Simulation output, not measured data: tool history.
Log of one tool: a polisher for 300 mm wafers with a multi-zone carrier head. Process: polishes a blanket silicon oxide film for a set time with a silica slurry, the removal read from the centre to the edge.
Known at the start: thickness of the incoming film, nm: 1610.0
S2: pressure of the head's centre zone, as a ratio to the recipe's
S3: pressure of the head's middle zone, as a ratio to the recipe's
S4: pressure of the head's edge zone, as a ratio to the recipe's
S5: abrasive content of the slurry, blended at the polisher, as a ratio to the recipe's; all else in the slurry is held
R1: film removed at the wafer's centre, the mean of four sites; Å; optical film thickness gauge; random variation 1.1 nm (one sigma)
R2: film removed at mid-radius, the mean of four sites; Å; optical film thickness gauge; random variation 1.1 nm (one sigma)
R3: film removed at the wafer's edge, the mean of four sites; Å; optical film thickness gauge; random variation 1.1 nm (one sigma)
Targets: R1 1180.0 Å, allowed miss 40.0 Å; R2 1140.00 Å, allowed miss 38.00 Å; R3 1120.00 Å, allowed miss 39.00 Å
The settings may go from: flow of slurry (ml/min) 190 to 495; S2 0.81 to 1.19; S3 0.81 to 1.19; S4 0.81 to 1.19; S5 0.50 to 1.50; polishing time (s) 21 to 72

Run 1, hour 0.0: flow of slurry (ml/min) 320, S2 1.00, S3 1.00, S4 1.00, S5 1.00, polishing time (s) 46. Result: R1 1620.9 Å, R2 1624.90 Å, R3 1567.70 Å.
Run 2, hour 7.7: flow of slurry (ml/min) 320, S2 1.00, S3 0.96, S4 1.00, S5 1.00, polishing time (s) 46. Result: R1 1619.1 Å, R2 1556.40 Å, R3 1562.30 Å.
Run 3, hour 8.9: flow of slurry (ml/min) 390, S2 1.00, S3 0.96, S4 1.00, S5 1.00, polishing time (s) 46. Result: R1 1633.1 Å, R2 1563.50 Å, R3 1582.90 Å.
Run 4, hour 13.6: flow of slurry (ml/min) 390, S2 1.03, S3 0.96, S4 1.00, S5 1.00, polishing time (s) 46. Result: R1 1662.5 Å, R2 1548.80 Å, R3 1618.10 Å.
Run 5, hour 19.6: flow of slurry (ml/min) 385, S2 1.01, S3 0.94, S4 0.98, S5 0.90, polishing time (s) 46. Result: R1 1541.8 Å, R2 1460.20 Å, R3 1469.80 Å.
Run 6, hour 20.5: flow of slurry (ml/min) 385, S2 1.00, S3 0.92, S4 0.97, S5 0.85, polishing time (s) 46. Result: R1 1509.8 Å, R2 1419.90 Å, R3 1434.00 Å.
Run 7, hour 23.9: flow of slurry (ml/min) 385, S2 0.99, S3 0.91, S4 0.97, S5 0.80, polishing time (s) 46. Result: R1 1435.3 Å, R2 1343.00 Å, R3 1409.20 Å.
Run 8, hour 29.0: flow of slurry (ml/min) 380, S2 0.98, S3 0.95, S4 0.87, S5 0.55, polishing time (s) 44. Result: R1 1083.7 Å, R2 1065.70 Å, R3 1004.00 Å.

Which of these 5 next moves meets every target?
Run A, hour 34.1: flow of slurry (ml/min) 365, S2 0.96, S3 0.91, S4 0.88, S5 0.60, polishing time (s) 46. Result: R1 ?, R2 ?, R3 ?.
Run B, hour 34.1: flow of slurry (ml/min) 490, S2 1.05, S3 0.84, S4 0.81, S5 0.75, polishing time (s) 35. Result: R1 ?, R2 ?, R3 ?.
Run C, hour 34.1: flow of slurry (ml/min) 360, S2 1.00, S3 1.12, S4 0.81, S5 0.85, polishing time (s) 34. Result: R1 ?, R2 ?, R3 ?.
Run D, hour 34.1: flow of slurry (ml/min) 360, S2 1.12, S3 0.98, S4 0.82, S5 0.55, polishing time (s) 42. Result: R1 ?, R2 ?, R3 ?.
Run E, hour 34.1: flow of slurry (ml/min) 405, S2 0.98, S3 0.93, S4 0.89, S5 0.50, polishing time (s) 44. Result: R1 ?, R2 ?, R3 ?.

move      R1       R2       R3
   A  1193.7  1122.60  1135.40
   B  1151.0   944.37   969.18
   C  1120.9  1178.90   987.95
   D  1179.7  1018.10   947.08
   E  1037.7   972.02   971.36
A: meets every target
B: further off than the last run
C: further off than the last run
D: further off than the last run
E: further off than the last run
The right move is A.
